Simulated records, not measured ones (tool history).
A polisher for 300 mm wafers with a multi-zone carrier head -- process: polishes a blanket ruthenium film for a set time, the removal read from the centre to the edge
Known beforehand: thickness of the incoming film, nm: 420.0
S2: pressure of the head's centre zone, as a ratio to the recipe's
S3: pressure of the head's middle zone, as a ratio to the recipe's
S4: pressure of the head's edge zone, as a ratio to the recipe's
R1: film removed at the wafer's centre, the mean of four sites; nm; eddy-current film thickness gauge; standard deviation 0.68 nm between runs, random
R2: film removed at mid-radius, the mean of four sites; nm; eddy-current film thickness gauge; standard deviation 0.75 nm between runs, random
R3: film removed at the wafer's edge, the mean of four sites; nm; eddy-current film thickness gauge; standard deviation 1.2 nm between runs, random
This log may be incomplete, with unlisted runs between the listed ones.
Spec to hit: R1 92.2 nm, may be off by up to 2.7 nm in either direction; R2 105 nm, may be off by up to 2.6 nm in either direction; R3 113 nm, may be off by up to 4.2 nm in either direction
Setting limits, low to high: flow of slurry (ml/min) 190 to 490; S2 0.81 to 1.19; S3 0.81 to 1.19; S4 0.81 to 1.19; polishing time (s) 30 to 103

run 1 hour=0 | flow_of_slurry_(ml/min)=315 S2=1 S3=1 S4=1 polishing_time_(s)=66 | R1=67.372 R2=68.217 R3=67.732
run 2 hour=8.8 | flow_of_slurry_(ml/min)=310 S2=0.98 S3=1 S4=1.04 polishing_time_(s)=73 | R1=71.954 R2=75.525 R3=76.797
run 3 hour=15.4 | flow_of_slurry_(ml/min)=310 S2=0.98 S3=0.92 S4=1.04 polishing_time_(s)=73 | R1=73.373 R2=70.623 R3=77.5
run 4 hour=21.5 | flow_of_slurry_(ml/min)=345 S2=0.98 S3=0.92 S4=1.04 polishing_time_(s)=73 | R1=74.371 R2=71.582 R3=76.753
run 5 hour=25 | flow_of_slurry_(ml/min)=315 S2=0.98 S3=0.92 S4=1.04 polishing_time_(s)=73 | R1=73.521 R2=71.213 R3=76.451
run 6 hour=27.6 | flow_of_slurry_(ml/min)=295 S2=0.97 S3=0.94 S4=1.07 polishing_time_(s)=78 | R1=77.475 R2=76.803 R3=81.174
run 7 hour=33 | flow_of_slurry_(ml/min)=385 S2=0.87 S3=0.97 S4=1.17 polishing_time_(s)=96 | R1=86.101 R2=98.105 R3=107.47
run 8 hour=41.7 | flow_of_slurry_(ml/min)=385 S2=0.88 S3=0.98 S4=1.17 polishing_time_(s)=97 | R1=87.993 R2=101.68 R3=107.19
run 9 hour=50.3 | flow_of_slurry_(ml/min)=385 S2=0.88 S3=0.98 S4=1.17 polishing_time_(s)=98 | R1=89.387 R2=101.96 R3=109.47

Of the 4 settings listed for the next run, only one would bring every result within its allowed miss of target. Which one?
run A hour=58.9 | flow_of_slurry_(ml/min)=370 S2=0.97 S3=1.12 S4=1.1 polishing_time_(s)=97 | R1=? R2=? R3=?
run B hour=58.9 | flow_of_slurry_(ml/min)=310 S2=0.88 S3=0.98 S4=1.14 polishing_time_(s)=103 | R1=? R2=? R3=?
run C hour=58.9 | flow_of_slurry_(ml/min)=290 S2=0.94 S3=1.01 S4=1.09 polishing_time_(s)=96 | R1=? R2=? R3=?
run D hour=58.9 | flow_of_slurry_(ml/min)=350 S2=0.89 S3=1.06 S4=1.16 polishing_time_(s)=94 | R1=? R2=? R3=?

move=A R1=97.419 R2=112.26 R3=106.02
move=B R1=92.366 R2=105.1 R3=113.6
move=C R1=91.501 R2=99.93 R3=103.19
move=D R1=86.154 R2=103.42 R3=105.16
A: carries the result that was furthest off beyond its target, to the other side
B: all results land within tolerance of their targets
C: further off than the last run
D: brings the last run's worst result on target, with another outside its allowed miss
B meets every target.

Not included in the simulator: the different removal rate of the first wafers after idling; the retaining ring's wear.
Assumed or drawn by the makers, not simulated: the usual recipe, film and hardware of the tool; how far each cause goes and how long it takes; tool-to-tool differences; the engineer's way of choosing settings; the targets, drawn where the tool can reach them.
